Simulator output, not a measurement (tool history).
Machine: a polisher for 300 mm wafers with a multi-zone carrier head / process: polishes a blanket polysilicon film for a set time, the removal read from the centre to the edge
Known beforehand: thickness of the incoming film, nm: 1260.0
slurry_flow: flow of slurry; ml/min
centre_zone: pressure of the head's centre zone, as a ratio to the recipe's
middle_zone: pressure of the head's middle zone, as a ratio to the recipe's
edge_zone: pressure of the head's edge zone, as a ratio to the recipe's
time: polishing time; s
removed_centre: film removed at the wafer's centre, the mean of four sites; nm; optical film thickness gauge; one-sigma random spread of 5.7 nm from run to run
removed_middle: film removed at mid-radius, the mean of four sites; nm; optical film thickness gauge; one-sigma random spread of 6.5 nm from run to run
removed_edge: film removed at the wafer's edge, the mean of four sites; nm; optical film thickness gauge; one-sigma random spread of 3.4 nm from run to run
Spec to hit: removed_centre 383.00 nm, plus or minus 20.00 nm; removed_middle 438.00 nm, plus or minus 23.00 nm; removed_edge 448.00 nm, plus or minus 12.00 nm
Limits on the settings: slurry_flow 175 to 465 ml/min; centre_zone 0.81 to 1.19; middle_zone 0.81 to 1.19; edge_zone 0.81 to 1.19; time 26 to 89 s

run,hour,slurry_flow,centre_zone,middle_zone,edge_zone,time,removed_centre,removed_middle,removed_edge
1,0.0,295,1.00,1.00,1.00,57,331.28,359.89,354.11
2,5.3,300,1.00,1.01,1.05,60,349.79,386.00,388.75
3,8.4,300,0.94,1.01,1.05,60,335.49,386.60,383.35
4,11.2,300,0.94,1.05,1.05,60,332.68,406.05,388.59
5,20.1,300,0.99,1.05,1.05,60,344.82,396.23,387.71
6,26.8,300,0.99,1.09,1.05,60,345.15,410.27,387.82
7,29.8,305,1.00,1.09,1.09,61,360.43,402.69,401.61
8,37.9,310,0.99,1.10,1.11,62,365.80,427.42,412.39
9,41.5,310,0.99,1.10,1.11,62,372.51,424.26,415.94
10,44.6,310,0.97,1.10,1.14,63,357.39,433.89,425.73
11,50.1,320,0.98,1.10,1.16,63,371.00,436.50,430.51

Next run, 4 choices. One meets every target within its allowed miss, the rest don't. Which?
A,55.6,215,0.85,1.05,1.18,69,?,?,?
B,55.6,370,1.07,1.11,1.12,61,?,?,?
C,55.6,245,0.99,0.99,1.19,69,?,?,?
D,55.6,275,1.00,1.06,1.19,66,?,?,?

move,removed_centre,removed_middle,removed_edge
A,320.32,436.93,456.49
B,380.91,428.13,409.67
C,380.64,422.27,464.56
D,373.31,433.52,448.29
A: brings the result that was furthest off to its target, and leaves another outside
B: misses by more than the last run did
C: pushes the last run's worst result past its target
D: every result within its allowed miss
Move D is the one to make.
